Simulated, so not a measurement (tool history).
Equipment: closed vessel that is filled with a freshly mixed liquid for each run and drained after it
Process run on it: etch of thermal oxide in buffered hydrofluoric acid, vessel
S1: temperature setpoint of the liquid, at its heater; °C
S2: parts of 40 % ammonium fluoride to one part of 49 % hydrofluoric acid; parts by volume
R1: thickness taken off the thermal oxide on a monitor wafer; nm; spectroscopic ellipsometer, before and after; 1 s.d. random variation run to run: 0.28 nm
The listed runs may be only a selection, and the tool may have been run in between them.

Run 1, hour 0.0: S1 20.0 °C, S2 10.5 parts by volume, time in the liquid (s) 30. Result: R1 28.896 nm.
Run 2, hour 8.7: S1 20.5 °C, S2 10.5 parts by volume, time in the liquid (s) 30. Result: R1 29.770 nm.
Run 3, hour 15.1: S1 20.5 °C, S2 7.5 parts by volume, time in the liquid (s) 30. Result: R1 39.859 nm.
Run 4, hour 22.9: S1 20.5 °C, S2 6.0 parts by volume, time in the liquid (s) 30. Result: R1 50.338 nm.
Run 5, hour 32.2: S1 19.5 °C, S2 6.5 parts by volume, time in the liquid (s) 30. Result: R1 44.061 nm.
Run 6, hour 41.1: S1 19.0 °C, S2 7.0 parts by volume, time in the liquid (s) 30. Result: R1 40.390 nm.
Run 7, hour 47.0: S1 18.5 °C, S2 7.0 parts by volume, time in the liquid (s) 30. Result: R1 38.810 nm.

For run 8, what comes out?
Run 8, hour 53.6: S1 18.0 °C, S2 7.0 parts by volume, time in the liquid (s) 30. Result: R1 ?.

{"run 8": {"R1": 38.294}}

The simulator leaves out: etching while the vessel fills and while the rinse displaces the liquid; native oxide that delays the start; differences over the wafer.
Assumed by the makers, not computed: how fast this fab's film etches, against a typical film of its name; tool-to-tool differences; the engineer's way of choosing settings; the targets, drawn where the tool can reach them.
